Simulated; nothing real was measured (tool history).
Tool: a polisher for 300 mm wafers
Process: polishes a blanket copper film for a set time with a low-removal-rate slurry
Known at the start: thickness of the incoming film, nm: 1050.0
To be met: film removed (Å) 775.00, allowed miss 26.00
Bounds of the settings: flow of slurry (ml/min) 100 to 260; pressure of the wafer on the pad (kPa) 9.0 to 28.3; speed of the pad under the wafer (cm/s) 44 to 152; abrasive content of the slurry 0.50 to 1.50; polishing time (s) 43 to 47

run	hour	flow of slurry (ml/min)	pressure of the wafer on the pad (kPa)	speed of the pad under the wafer (cm/s)	abrasive content of the slurry	polishing time (s)	film removed (Å)
1	0.0	165	18.6	98	1.00	47	1081.90
2	4.2	165	18.6	88	1.00	47	974.44
3	11.1	160	17.2	88	1.00	47	916.77
4	19.5	160	16.5	88	1.00	47	904.42
5	22.8	195	16.5	88	1.00	47	908.64
6	26.7	195	15.9	88	1.00	47	881.54
7	27.6	195	15.2	88	1.00	47	850.32
8	31.9	195	14.5	88	1.00	47	821.00

Which of these 4 next moves meets every target?
A	36.2	200	13.1	104	1.00	46	?
B	36.2	205	15.9	84	0.95	47	?
C	36.2	210	13.1	88	1.05	47	?
D	36.2	215	14.5	96	0.75	47	?

move	film removed (Å)
A	853.29
B	832.64
C	764.03
D	826.19
A: further off than the last run
B: further off than the last run
C: meets every target
D: further off than the last run
Answer: C
